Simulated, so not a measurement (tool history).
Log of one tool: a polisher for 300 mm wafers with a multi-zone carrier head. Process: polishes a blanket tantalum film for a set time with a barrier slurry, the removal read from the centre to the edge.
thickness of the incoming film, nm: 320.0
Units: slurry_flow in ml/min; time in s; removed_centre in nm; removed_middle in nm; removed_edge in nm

run	hour	slurry_flow	centre_zone	middle_zone	edge_zone	slurry_solids	time	removed_centre	removed_middle	removed_edge
1	0.0	215	1.00	1.00	1.00	1.00	49	81.330	80.283	80.230
2	5.9	215	1.00	1.00	1.08	1.00	49	81.150	82.183	83.609
3	6.9	215	1.00	1.00	1.08	0.80	49	74.647	74.071	76.848
4	13.6	215	1.00	1.00	1.11	0.80	49	74.419	73.778	77.218
5	18.4	215	0.94	1.00	1.11	0.80	49	69.011	74.837	76.900
6	27.0	215	0.94	1.05	1.11	0.80	49	71.350	75.739	77.483
7	32.3	220	0.94	1.04	1.12	0.90	51	75.236	84.134	84.248

Forecast run 8:
8	33.3	240	1.04	0.94	1.19	1.15	64	?	?	?

{"run 8": {"removed_centre": 117.35, "removed_middle": 107.0, "removed_edge": 119.66}}
